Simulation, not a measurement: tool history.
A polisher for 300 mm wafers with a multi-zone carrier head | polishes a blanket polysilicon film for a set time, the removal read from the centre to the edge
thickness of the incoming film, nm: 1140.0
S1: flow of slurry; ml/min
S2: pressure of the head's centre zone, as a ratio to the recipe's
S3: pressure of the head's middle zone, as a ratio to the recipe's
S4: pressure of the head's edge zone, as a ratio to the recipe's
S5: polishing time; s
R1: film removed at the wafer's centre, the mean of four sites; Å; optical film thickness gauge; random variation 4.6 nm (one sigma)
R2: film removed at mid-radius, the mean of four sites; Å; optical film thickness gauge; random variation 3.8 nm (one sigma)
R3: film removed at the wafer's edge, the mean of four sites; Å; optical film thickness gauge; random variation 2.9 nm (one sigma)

run	hour	S1	S2	S3	S4	S5	R1	R2	R3
1	0	160	1	1	1	59	4762.8	5018.8	4783.6
2	3	160	1.07	1	1	59	5068.6	5060.5	4812.7
3	7.9	160	1	1	1	59	4654	5066	4812.5
4	10.6	150	0.99	0.96	0.98	57	4479	4612.3	4570.7
5	15.6	140	0.96	0.93	0.96	56	4115.9	4293.2	4374.6
6	17	135	0.95	0.91	0.94	56	4043.5	4304.8	4287.7

The next listed run, before its measurement:
7	21.5	130	0.95	0.89	0.94	55	?	?	?

R1: 3973.3 Å
R2: 4053.7 Å
R3: 4220.5 Å
